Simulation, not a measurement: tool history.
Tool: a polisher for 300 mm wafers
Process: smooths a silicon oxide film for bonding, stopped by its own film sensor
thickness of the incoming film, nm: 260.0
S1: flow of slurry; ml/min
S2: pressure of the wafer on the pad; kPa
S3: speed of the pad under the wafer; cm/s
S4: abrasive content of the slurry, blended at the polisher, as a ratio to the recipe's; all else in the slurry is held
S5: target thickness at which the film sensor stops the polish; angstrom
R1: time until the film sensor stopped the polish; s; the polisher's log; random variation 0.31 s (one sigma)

run,hour,S1,S2,S3,S4,S5,R1
1,0.0,150,18.6,68,1.0,2200,49.360
2,1.0,155,20.7,68,1.0,2200,44.143
3,6.4,155,20.7,54,1.0,2200,52.885
4,11.4,160,22.8,56,1.0,2200,48.208
5,16.8,160,22.8,56,1.0,2240,42.821
6,24.3,160,24.1,56,1.0,2240,40.972
7,27.7,160,25.5,56,1.0,2240,38.257
8,31.9,160,26.2,56,1.0,2240,37.040

Forecast run 9:
9,33.4,160,26.9,56,1.0,2240,?

{"run 9": {"R1": 36.317}}
